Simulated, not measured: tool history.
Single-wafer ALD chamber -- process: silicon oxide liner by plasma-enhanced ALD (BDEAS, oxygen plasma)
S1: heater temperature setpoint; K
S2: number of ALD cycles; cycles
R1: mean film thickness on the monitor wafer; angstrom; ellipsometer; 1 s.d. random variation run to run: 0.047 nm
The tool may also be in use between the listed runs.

run	hour	S1	S2	R1
1	0.0	588.15	79	73.005
2	6.3	588.15	73	66.804
3	12.3	580.15	73	68.905
4	18.8	580.15	80	74.794
5	24.5	580.15	72	67.156
6	29.5	580.15	67	63.340
7	31.2	579.15	70	65.983
8	39.0	579.15	72	67.764
9	43.3	579.15	74	69.534
10	44.4	579.15	76	71.468
# hour 45.4: thermocouple changed; heater temperature recalibrated
11	45.4	579.15	78	72.355
12	53.7	579.15	80	74.490

What will run 13 give?
13	60.9	579.15	81	?

R1: 75.114 angstrom

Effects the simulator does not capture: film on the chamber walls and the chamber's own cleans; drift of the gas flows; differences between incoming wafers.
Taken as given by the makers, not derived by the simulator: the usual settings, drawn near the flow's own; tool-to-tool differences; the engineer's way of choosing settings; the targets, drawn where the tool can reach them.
